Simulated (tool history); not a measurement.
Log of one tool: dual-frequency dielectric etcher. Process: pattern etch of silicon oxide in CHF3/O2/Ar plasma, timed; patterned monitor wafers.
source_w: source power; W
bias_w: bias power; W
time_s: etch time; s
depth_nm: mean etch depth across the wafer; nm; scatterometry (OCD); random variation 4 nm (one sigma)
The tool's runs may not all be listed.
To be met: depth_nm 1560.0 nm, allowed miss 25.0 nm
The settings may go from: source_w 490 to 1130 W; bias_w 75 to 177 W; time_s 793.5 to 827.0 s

| run | day | source_w | bias_w | time_s | depth_nm |
|---|---|---|---|---|---|
| 1 | 0.000 | 810 | 126 | 793.5 | 1426.4 |
| 2 | 0.304 | 840 | 127 | 793.5 | 1437.5 |
| 3 | 0.646 | 880 | 128 | 793.5 | 1456.8 |
| 4 | 0.971 | 910 | 130 | 794.0 | 1479.0 |
| 5 | 1.221 | 940 | 131 | 794.0 | 1499.3 |
| 6 | 1.350 | 960 | 132 | 794.0 | 1505.1 |
| 7 | 1.450 | 980 | 133 | 794.0 | 1516.6 |
| 8 | 1.558 | 990 | 134 | 794.0 | 1524.2 |

Which of these 4 next moves meets every target?
| A | 1.667 | 910 | 147 | 797.5 | ? |
| B | 1.667 | 990 | 142 | 818.5 | ? |
| C | 1.667 | 1010 | 141 | 815.5 | ? |
| D | 1.667 | 900 | 123 | 819.0 | ? |

| move | depth_nm |
|---|---|
| A | 1551.6 |
| B | 1604.3 |
| C | 1602.1 |
| D | 1489.6 |
A: meets every target
B: takes the result that was furthest off past its target
C: takes the result that was furthest off past its target
D: further off than the last run
Answer: A
